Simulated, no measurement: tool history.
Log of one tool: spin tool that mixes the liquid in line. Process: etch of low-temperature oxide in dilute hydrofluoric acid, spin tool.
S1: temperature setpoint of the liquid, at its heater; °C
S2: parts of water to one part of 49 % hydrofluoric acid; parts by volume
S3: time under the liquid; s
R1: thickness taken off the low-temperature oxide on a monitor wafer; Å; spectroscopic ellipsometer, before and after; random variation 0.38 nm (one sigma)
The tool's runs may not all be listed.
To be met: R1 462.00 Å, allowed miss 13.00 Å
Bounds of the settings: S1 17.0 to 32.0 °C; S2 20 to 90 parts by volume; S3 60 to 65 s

Run 1, day 0.000: S1 24.0 °C, S2 50 parts by volume, S3 60 s. Result: R1 231.87 Å.
Run 2, day 0.050: S1 24.0 °C, S2 40 parts by volume, S3 60 s. Result: R1 293.42 Å.
Run 3, day 0.267: S1 25.5 °C, S2 40 parts by volume, S3 60 s. Result: R1 305.21 Å.
Run 4, day 0.421: S1 27.5 °C, S2 40 parts by volume, S3 60 s. Result: R1 328.94 Å.
Run 5, day 0.567: S1 27.5 °C, S2 40 parts by volume, S3 60 s. Result: R1 338.55 Å.
Run 6, day 0.683: S1 28.5 °C, S2 40 parts by volume, S3 60 s. Result: R1 354.37 Å.
Run 7, day 0.979: S1 29.0 °C, S2 40 parts by volume, S3 60 s. Result: R1 353.65 Å.
Run 8, day 1.071: S1 29.5 °C, S2 40 parts by volume, S3 60 s. Result: R1 357.00 Å.
Run 9, day 1.133: S1 29.5 °C, S2 40 parts by volume, S3 60 s. Result: R1 363.27 Å.
Run 10, day 1.458: S1 30.0 °C, S2 40 parts by volume, S3 60 s. Result: R1 369.79 Å.
Run 11, day 1.696: S1 30.5 °C, S2 40 parts by volume, S3 60 s. Result: R1 377.05 Å.
Run 12, day 1.717: S1 31.0 °C, S2 40 parts by volume, S3 60 s. Result: R1 386.49 Å.

5 next moves are on the table. One of them brings every result within its allowed miss. Which?
Run A, day 1.738: S1 30.0 °C, S2 35 parts by volume, S3 60 s. Result: R1 ?.
Run B, day 1.738: S1 32.0 °C, S2 50 parts by volume, S3 65 s. Result: R1 ?.
Run C, day 1.738: S1 30.0 °C, S2 40 parts by volume, S3 60 s. Result: R1 ?.
Run D, day 1.738: S1 30.5 °C, S2 35 parts by volume, S3 60 s. Result: R1 ?.
Run E, day 1.738: S1 30.0 °C, S2 35 parts by volume, S3 65 s. Result: R1 ?.

move      R1
   A  422.13
   B  338.06
   C  366.48
   D  430.60
   E  457.31
A: nearer than the last run, and not there yet
B: further off than the last run
C: further off than the last run
D: nearer than the last run, and not there yet
E: meets every target
Move E is the one to make.
